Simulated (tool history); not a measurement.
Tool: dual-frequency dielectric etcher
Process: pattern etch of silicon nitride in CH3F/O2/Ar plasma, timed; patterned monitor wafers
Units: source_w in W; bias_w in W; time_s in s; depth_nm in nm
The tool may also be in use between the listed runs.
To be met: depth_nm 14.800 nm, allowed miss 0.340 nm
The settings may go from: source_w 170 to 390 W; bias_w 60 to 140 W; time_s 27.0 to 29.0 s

run 1 hour=0.0 | source_w=280 bias_w=100 time_s=29.0 | depth_nm=18.046
run 2 hour=5.3 | source_w=280 bias_w=115 time_s=29.0 | depth_nm=19.155
run 3 hour=11.3 | source_w=280 bias_w=109 time_s=29.0 | depth_nm=18.682
run 4 hour=17.6 | source_w=280 bias_w=109 time_s=29.0 | depth_nm=18.767
run 5 hour=19.1 | source_w=330 bias_w=109 time_s=29.0 | depth_nm=19.943
run 6 hour=20.0 | source_w=300 bias_w=101 time_s=28.5 | depth_nm=18.097
run 7 hour=22.0 | source_w=280 bias_w=97 time_s=28.5 | depth_nm=17.534
run 8 hour=24.2 | source_w=220 bias_w=77 time_s=27.5 | depth_nm=13.978
run 9 hour=31.1 | source_w=230 bias_w=78 time_s=27.5 | depth_nm=14.297

4 next moves are on the table. One of them brings every result within its allowed miss. Which?
run A hour=38.0 | source_w=250 bias_w=83 time_s=28.5 | depth_nm=?
run B hour=38.0 | source_w=210 bias_w=89 time_s=28.0 | depth_nm=?
run C hour=38.0 | source_w=170 bias_w=82 time_s=29.0 | depth_nm=?
run D hour=38.0 | source_w=220 bias_w=85 time_s=27.0 | depth_nm=?

move=A depth_nm=15.762
move=B depth_nm=14.797
move=C depth_nm=13.551
move=D depth_nm=14.288
A: takes the result that was furthest off past its target
B: meets every target
C: further off than the last run
D: as far off as the last run
Answer: B
